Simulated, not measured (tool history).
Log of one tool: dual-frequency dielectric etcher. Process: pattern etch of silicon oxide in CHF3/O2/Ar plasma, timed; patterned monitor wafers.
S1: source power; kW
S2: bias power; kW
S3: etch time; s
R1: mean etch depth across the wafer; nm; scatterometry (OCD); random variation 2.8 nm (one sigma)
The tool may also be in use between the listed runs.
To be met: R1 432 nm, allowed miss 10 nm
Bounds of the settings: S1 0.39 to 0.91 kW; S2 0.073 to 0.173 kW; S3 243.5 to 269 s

run	hour	S1	S2	S3	R1
1	0	0.65	0.123	269	534.1
2	7.8	0.65	0.123	243.5	486.4
3	11.7	0.62	0.121	243.5	480.28
4	20.4	0.62	0.111	243.5	464.78
5	28.8	0.6	0.11	243.5	456.5
6	33.1	0.6	0.11	269	503.74
7	37.4	0.57	0.104	267	480.76
8	40.1	0.57	0.104	267	490.61
9	41.5	0.56	0.098	263.5	467.77

Which of these 5 next moves meets every target?
A	42.9	0.6	0.109	243.5	?
B	42.9	0.66	0.109	257	?
C	42.9	0.53	0.082	259.5	?
D	42.9	0.48	0.109	269	?
E	42.9	0.58	0.1	269	?

move	R1
A	457.25
B	495.76
C	430.85
D	475.77
E	486.86
A: nearer than the last run, and not there yet
B: further off than the last run
C: meets every target
D: further off than the last run
E: further off than the last run
The right move is C.
